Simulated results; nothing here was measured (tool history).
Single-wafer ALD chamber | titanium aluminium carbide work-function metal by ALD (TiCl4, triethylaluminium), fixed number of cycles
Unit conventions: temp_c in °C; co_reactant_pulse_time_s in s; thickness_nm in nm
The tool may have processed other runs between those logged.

run  hour  temp_c  co_reactant_pulse_time_s  thickness_nm
  1     0     315                      7.03        1.9644
  2     1     325                      7.03        2.0537
  3   2.7     319                      7.03        2.0003
  4   6.9     319                      8.46        2.0703
     11.7  -- thermocouple changed; heater temperature recalibrated
  5  11.7     327                      8.46         2.188
  6  13.7     322                      7.78        2.1158
  7  20.2     310                      5.53        1.8451
  8  26.5     308                       5.1        1.7923
  9  30.3     306                      4.79        1.7308
 10    38     304                      4.65        1.6924
 11  44.9     293                      3.95        1.5122
 12  45.9     293                      3.95          1.51
 13  51.9     294                      3.98        1.5278
 14  56.1     294                      3.98        1.5327

What does the tool deliver on the next run?
 15    62     294                         4             ?

thickness_nm: 1.5262 nm
